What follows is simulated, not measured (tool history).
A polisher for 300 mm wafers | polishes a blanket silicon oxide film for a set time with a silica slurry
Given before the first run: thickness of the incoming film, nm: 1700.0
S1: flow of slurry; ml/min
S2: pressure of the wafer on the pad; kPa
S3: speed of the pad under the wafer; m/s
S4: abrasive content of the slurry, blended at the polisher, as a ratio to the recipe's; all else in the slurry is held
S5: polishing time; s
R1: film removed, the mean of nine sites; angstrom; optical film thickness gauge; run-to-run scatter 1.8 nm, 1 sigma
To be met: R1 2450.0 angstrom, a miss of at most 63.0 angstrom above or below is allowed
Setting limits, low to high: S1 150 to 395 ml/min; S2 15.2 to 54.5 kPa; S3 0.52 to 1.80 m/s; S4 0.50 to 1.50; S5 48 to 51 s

run	day	S1	S2	S3	S4	S5	R1
1	0.000	250	34.5	1.16	1.00	48	1113.1
2	0.262	255	37.2	1.20	1.00	48	1213.4
3	0.429	255	37.2	1.44	1.00	48	1397.8
4	0.708	255	39.3	1.46	1.00	48	1504.7
5	0.850	255	41.4	1.48	1.00	48	1582.6
6	0.933	255	42.7	1.50	1.00	48	1658.8
7	1.250	255	44.1	1.52	1.00	48	1746.2
8	1.512	255	45.5	1.54	1.00	48	1792.7
9	1.617	260	46.9	1.56	1.00	48	1891.8
10	1.696	280	54.5	1.62	1.00	48	2237.0
11	1.717	280	54.5	1.64	1.00	48	2259.0
12	2.008	280	54.5	1.64	1.00	48	2269.6

5 next moves are on the table. One of them brings every result within its allowed miss. Which?
A	2.300	295	54.5	1.60	0.90	51	?
B	2.300	280	54.5	1.80	1.15	48	?
C	2.300	265	54.5	1.62	1.00	50	?
D	2.300	250	53.8	1.70	1.30	49	?
E	2.300	325	54.5	1.64	1.00	51	?

move	R1
A	2271.6
B	2574.3
C	2321.3
D	2561.4
E	2439.4
A: no better and no worse than the last run
B: pushes the last run's worst result past its target
C: moves toward the targets from the last run without getting all of them in spec
D: pushes the last run's worst result past its target
E: in spec on every target
Answer: E
